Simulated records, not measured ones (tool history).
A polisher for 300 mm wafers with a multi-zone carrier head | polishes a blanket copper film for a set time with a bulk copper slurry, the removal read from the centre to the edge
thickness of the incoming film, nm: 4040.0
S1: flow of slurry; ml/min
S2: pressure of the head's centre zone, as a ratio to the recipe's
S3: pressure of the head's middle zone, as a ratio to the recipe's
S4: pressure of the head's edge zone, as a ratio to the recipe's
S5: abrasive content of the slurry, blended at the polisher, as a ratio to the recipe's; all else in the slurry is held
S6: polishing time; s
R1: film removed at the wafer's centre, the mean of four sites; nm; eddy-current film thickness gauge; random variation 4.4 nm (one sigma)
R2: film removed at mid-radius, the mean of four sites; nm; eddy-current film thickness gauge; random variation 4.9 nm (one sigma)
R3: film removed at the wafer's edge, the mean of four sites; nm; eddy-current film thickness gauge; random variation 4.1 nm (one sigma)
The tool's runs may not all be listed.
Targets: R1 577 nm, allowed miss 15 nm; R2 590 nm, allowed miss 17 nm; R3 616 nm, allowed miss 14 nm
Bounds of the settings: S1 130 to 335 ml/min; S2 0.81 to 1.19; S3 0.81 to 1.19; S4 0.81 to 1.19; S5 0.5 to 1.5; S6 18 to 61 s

Run 1, day 0: S1 215 ml/min, S2 1, S3 1, S4 1, S5 1, S6 39 s. Result: R1 431.95 nm, R2 444.87 nm, R3 447.68 nm.
Run 2, day 0.296: S1 225 ml/min, S2 1.01, S3 1.01, S4 1.04, S5 1.1, S6 40 s. Result: R1 451.51 nm, R2 461.07 nm, R3 473.25 nm.
Run 3, day 0.55: S1 230 ml/min, S2 1.02, S3 1.03, S4 1.07, S5 1.2, S6 41 s. Result: R1 477.67 nm, R2 489.28 nm, R3 497.54 nm.
Run 4, day 0.725: S1 235 ml/min, S2 1.02, S3 1.04, S4 1.09, S5 1.25, S6 42 s. Result: R1 486.48 nm, R2 500.99 nm, R3 518.49 nm.
Run 5, day 0.842: S1 245 ml/min, S2 1.03, S3 1.05, S4 1.11, S5 1.3, S6 43 s. Result: R1 521.54 nm, R2 519.69 nm, R3 543.31 nm.
Run 6, day 1.008: S1 255 ml/min, S2 1.03, S3 1.06, S4 1.13, S5 1.35, S6 44 s. Result: R1 537.75 nm, R2 549.81 nm, R3 570.57 nm.
Run 7, day 1.058: S1 265 ml/min, S2 1.03, S3 1.07, S4 1.14, S5 1.4, S6 44 s. Result: R1 537.48 nm, R2 556.03 nm, R3 567.1 nm.
Run 8, day 1.358: S1 265 ml/min, S2 1.03, S3 1.07, S4 1.15, S5 1.4, S6 45 s. Result: R1 546.63 nm, R2 567 nm, R3 584.96 nm.
Run 9, day 1.592: S1 265 ml/min, S2 1.03, S3 1.07, S4 1.16, S5 1.4, S6 45 s. Result: R1 545.32 nm, R2 570.28 nm, R3 588.23 nm.
At day 1.925: edge zone pressure recalibrated.
Run 10, day 1.925: S1 270 ml/min, S2 1.03, S3 1.07, S4 1.17, S5 1.4, S6 45 s. Result: R1 551.11 nm, R2 568.1 nm, R3 563.85 nm.
Run 11, day 2.129: S1 265 ml/min, S2 1.04, S3 1.08, S4 1.15, S5 1.4, S6 45 s. Result: R1 558.5 nm, R2 570.16 nm, R3 555.14 nm.
Run 12, day 2.404: S1 270 ml/min, S2 1.04, S3 1.07, S4 1.15, S5 1.4, S6 45 s. Result: R1 556.13 nm, R2 573.08 nm, R3 566.78 nm.
Run 13, day 2.696: S1 265 ml/min, S2 1.04, S3 1.07, S4 1.15, S5 1.4, S6 45 s. Result: R1 554.13 nm, R2 571.38 nm, R3 556.3 nm.
Run 14, day 3.058: S1 265 ml/min, S2 1.03, S3 1.06, S4 1.15, S5 1.4, S6 45 s. Result: R1 552.36 nm, R2 561.7 nm, R3 553.78 nm.
Run 15, day 3.108: S1 265 ml/min, S2 1.03, S3 1.06, S4 1.15, S5 1.4, S6 45 s. Result: R1 550.35 nm, R2 569.29 nm, R3 557.81 nm.
Run 16, day 3.175: S1 260 ml/min, S2 1.04, S3 1.08, S4 1.15, S5 1.4, S6 45 s. Result: R1 557.8 nm, R2 566.05 nm, R3 554.96 nm.
Run 17, day 3.392: S1 270 ml/min, S2 1.04, S3 1.06, S4 1.15, S5 1.4, S6 45 s. Result: R1 556.95 nm, R2 571.63 nm, R3 558.19 nm.
Run 18, day 3.662: S1 260 ml/min, S2 1.04, S3 1.08, S4 1.15, S5 1.4, S6 45 s. Result: R1 555.47 nm, R2 566.65 nm, R3 566.2 nm.
Run 19, day 3.938: S1 255 ml/min, S2 1.04, S3 1.08, S4 1.15, S5 1.4, S6 46 s. Result: R1 565.06 nm, R2 576.12 nm, R3 567.8 nm.
Run 20, day 4.212: S1 265 ml/min, S2 1.03, S3 1.06, S4 1.16, S5 1.4, S6 46 s. Result: R1 567.52 nm, R2 584.06 nm, R3 573.4 nm.
Run 21, day 4.5: S1 240 ml/min, S2 1.03, S3 1.09, S4 1.15, S5 1.4, S6 47 s. Result: R1 566.64 nm, R2 599.57 nm, R3 571.97 nm.
Run 22, day 4.783: S1 250 ml/min, S2 1.02, S3 1.07, S4 1.15, S5 1.4, S6 47 s. Result: R1 572.88 nm, R2 593.96 nm, R3 577.95 nm.

Which of these 5 next moves meets every target?
Run A, day 5.067: S1 210 ml/min, S2 1.04, S3 1.14, S4 1.09, S5 1.5, S6 46 s. Result: R1 ?, R2 ?, R3 ?.
Run B, day 5.067: S1 260 ml/min, S2 0.97, S3 1.05, S4 1.13, S5 1.3, S6 51 s. Result: R1 ?, R2 ?, R3 ?.
Run C, day 5.067: S1 270 ml/min, S2 1, S3 0.92, S4 1.12, S5 1.5, S6 51 s. Result: R1 ?, R2 ?, R3 ?.
Run D, day 5.067: S1 265 ml/min, S2 0.98, S3 1.01, S4 1.1, S5 1.4, S6 53 s. Result: R1 ?, R2 ?, R3 ?.
Run E, day 5.067: S1 295 ml/min, S2 0.97, S3 0.98, S4 1.16, S5 1.45, S6 49 s. Result: R1 ?, R2 ?, R3 ?.

move      R1      R2      R3
   A  559.39  598.25  555.51
   B  578.62  625.67   621.4
   C  613.54  588.64   637.1
   D  616.39  642.35  647.78
   E  573.79  591.39  621.18
A: further off than the last run
B: brings the result that was furthest off to its target, and leaves another outside
C: takes the result that was furthest off past its target
D: takes the result that was furthest off past its target
E: meets every target
Answer: E
